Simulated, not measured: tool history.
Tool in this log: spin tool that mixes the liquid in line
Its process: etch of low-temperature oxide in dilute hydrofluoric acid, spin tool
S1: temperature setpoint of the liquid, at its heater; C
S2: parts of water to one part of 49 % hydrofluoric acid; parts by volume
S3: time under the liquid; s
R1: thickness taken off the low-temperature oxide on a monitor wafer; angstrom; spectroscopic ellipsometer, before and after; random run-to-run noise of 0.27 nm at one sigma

run	hour	S1	S2	S3	R1
1	0.0	22.0	225	300	363.82
2	0.8	22.0	225	300	360.97
3	4.6	22.0	165	300	518.67
4	11.7	22.0	230	300	352.56
5	18.3	21.5	230	300	347.72
6	20.2	21.0	235	300	332.41
7	21.0	20.5	235	300	323.40
8	23.5	20.0	235	300	318.43
9	30.3	19.5	235	300	314.53

The next listed run, before its measurement:
10	36.2	19.0	235	300	?

R1: 313.33 angstrom

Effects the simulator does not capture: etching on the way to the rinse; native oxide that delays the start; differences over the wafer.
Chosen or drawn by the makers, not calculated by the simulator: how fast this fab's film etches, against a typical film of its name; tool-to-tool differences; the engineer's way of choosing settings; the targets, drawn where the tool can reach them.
